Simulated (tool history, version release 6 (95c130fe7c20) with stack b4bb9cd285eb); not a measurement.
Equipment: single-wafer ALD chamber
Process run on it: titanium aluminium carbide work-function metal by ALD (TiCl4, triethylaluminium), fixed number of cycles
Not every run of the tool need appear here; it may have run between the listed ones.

run	day	heater temperature setpoint (deg C)	triethylaluminium pulse time (s)	mean film thickness on the monitor wafer (nm)
1	0.000	300	12.99	1.8849
2	0.250	300	9.64	1.8586
3	0.483	300	10.97	1.8717
4	0.571	298	10.80	1.8607
5	0.829	298	8.63	1.8197
6	1.021	297	8.54	1.8152
7	1.262	296	8.46	1.8039
8	1.592	295	8.40	1.7991

The next listed run, before its measurement:
9	1.892	295	8.34	?

{"run 9": {"mean film thickness on the monitor wafer (nm)": 1.7991}}

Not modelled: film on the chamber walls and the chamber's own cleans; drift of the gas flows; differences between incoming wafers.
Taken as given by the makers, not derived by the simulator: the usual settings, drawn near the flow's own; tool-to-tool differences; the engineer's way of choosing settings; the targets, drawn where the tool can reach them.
